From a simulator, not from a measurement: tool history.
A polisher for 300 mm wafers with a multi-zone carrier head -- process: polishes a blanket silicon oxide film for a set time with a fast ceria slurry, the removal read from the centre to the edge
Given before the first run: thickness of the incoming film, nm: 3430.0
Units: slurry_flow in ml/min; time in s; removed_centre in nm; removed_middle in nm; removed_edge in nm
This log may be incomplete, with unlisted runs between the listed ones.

run  hour  slurry_flow  centre_zone  middle_zone  edge_zone  time  removed_centre  removed_middle  removed_edge
  1   0.0          280         1.00         1.00       1.00    63          994.74          1067.0        1104.3
  2   7.5          315         1.00         1.00       1.00    63          992.60          1077.9        1093.9
  3   8.7          315         1.00         0.98       1.00    63          971.08          1048.4        1111.3
  4  15.7          375         1.00         0.98       1.00    63         1008.60          1072.5        1118.7
  5  17.3          375         1.00         1.03       1.00    63         1034.80          1111.1        1106.7
     19.5  -- centre zone pressure recalibrated
  6  19.5          375         1.00         1.03       1.00    75         1347.30          1340.3        1316.7
  7  26.1          375         1.01         1.00       0.99    73         1284.50          1278.8        1259.1

Run 8 comes next. What will it give?
  8  34.3          375         1.02         0.98       0.99    71               ?               ?             ?

removed_centre: 1279.90 nm
removed_middle: 1214.1 nm
removed_edge: 1257.3 nm

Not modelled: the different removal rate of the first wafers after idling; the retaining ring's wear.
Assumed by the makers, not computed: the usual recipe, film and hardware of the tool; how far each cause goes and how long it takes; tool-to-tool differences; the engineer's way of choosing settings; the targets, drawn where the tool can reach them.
